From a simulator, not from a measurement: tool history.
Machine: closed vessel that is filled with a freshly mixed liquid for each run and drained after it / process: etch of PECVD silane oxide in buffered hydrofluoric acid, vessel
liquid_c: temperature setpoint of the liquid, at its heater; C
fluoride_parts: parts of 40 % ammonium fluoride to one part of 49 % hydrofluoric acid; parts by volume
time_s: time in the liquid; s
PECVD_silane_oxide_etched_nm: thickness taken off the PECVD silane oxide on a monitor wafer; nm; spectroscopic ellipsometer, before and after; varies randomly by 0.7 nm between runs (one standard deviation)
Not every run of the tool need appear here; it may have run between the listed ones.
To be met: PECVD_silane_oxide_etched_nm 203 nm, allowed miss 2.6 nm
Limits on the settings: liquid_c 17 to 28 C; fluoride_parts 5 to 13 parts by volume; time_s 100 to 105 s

run 1 hour=0 | liquid_c=20 fluoride_parts=8 time_s=100 | PECVD_silane_oxide_etched_nm=179.49
run 2 hour=4.4 | liquid_c=20 fluoride_parts=6.5 time_s=100 | PECVD_silane_oxide_etched_nm=221.97
run 3 hour=8.2 | liquid_c=20 fluoride_parts=7.5 time_s=100 | PECVD_silane_oxide_etched_nm=193.45
run 4 hour=11.8 | liquid_c=20 fluoride_parts=9 time_s=100 | PECVD_silane_oxide_etched_nm=158.14
run 5 hour=18.7 | liquid_c=21 fluoride_parts=9 time_s=100 | PECVD_silane_oxide_etched_nm=167.05
run 6 hour=20.2 | liquid_c=21 fluoride_parts=9 time_s=100 | PECVD_silane_oxide_etched_nm=167.12
run 7 hour=26.8 | liquid_c=22 fluoride_parts=9 time_s=100 | PECVD_silane_oxide_etched_nm=177.72
run 8 hour=29.4 | liquid_c=22.5 fluoride_parts=9 time_s=100 | PECVD_silane_oxide_etched_nm=182.42
run 9 hour=36.4 | liquid_c=22.5 fluoride_parts=9 time_s=100 | PECVD_silane_oxide_etched_nm=182.01
run 10 hour=41.8 | liquid_c=23 fluoride_parts=9 time_s=100 | PECVD_silane_oxide_etched_nm=186.92
run 11 hour=47.9 | liquid_c=25 fluoride_parts=9 time_s=100 | PECVD_silane_oxide_etched_nm=207.76

4 candidate next runs follow, results not yet known. Just one meets every target within its allowed miss. Identify it.
run A hour=54 | liquid_c=28 fluoride_parts=11 time_s=100 | PECVD_silane_oxide_etched_nm=?
run B hour=54 | liquid_c=24 fluoride_parts=9 time_s=100 | PECVD_silane_oxide_etched_nm=?
run C hour=54 | liquid_c=18.5 fluoride_parts=6.5 time_s=100 | PECVD_silane_oxide_etched_nm=?
run D hour=54 | liquid_c=23 fluoride_parts=8.5 time_s=105 | PECVD_silane_oxide_etched_nm=?

move=A PECVD_silane_oxide_etched_nm=208.45
move=B PECVD_silane_oxide_etched_nm=197.04
move=C PECVD_silane_oxide_etched_nm=203.32
move=D PECVD_silane_oxide_etched_nm=208.43
A: its largest miss is bigger than the last run's
B: takes the biggest miss from the last run beyond its target
C: hits every target within its allowed miss
D: its largest miss is bigger than the last run's
So the answer is move C, the one that meets all the targets.

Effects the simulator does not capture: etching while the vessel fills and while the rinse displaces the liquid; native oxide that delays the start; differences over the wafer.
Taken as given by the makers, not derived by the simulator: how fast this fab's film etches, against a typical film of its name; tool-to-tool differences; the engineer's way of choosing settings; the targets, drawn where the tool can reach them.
